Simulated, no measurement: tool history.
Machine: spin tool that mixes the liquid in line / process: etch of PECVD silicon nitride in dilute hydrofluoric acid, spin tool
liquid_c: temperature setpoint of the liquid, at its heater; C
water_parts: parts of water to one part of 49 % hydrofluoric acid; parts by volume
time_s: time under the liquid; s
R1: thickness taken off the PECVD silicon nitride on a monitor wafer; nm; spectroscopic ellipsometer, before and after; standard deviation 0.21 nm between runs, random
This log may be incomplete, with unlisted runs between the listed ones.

{"run": 1, "day": 0.0, "liquid_c": 23, "water_parts": 50, "time_s": 330, "R1": 15.915}
{"run": 2, "day": 0.292, "liquid_c": 23, "water_parts": 50, "time_s": 330, "R1": 15.972}
{"run": 3, "day": 0.321, "liquid_c": 25, "water_parts": 50, "time_s": 330, "R1": 18.124}
{"run": 4, "day": 0.367, "liquid_c": 25, "water_parts": 50, "time_s": 350, "R1": 19.269}
{"run": 5, "day": 0.508, "liquid_c": 25, "water_parts": 45, "time_s": 350, "R1": 21.48}
{"run": 6, "day": 0.617, "liquid_c": 25, "water_parts": 45, "time_s": 330, "R1": 19.944}
{"run": 7, "day": 0.758, "liquid_c": 26, "water_parts": 45, "time_s": 330, "R1": 21.244}

Run 8 comes next. What will it give?
{"run": 8, "day": 1.117, "liquid_c": 27, "water_parts": 45, "time_s": 330, "R1": "?"}

R1: 22.672 nm
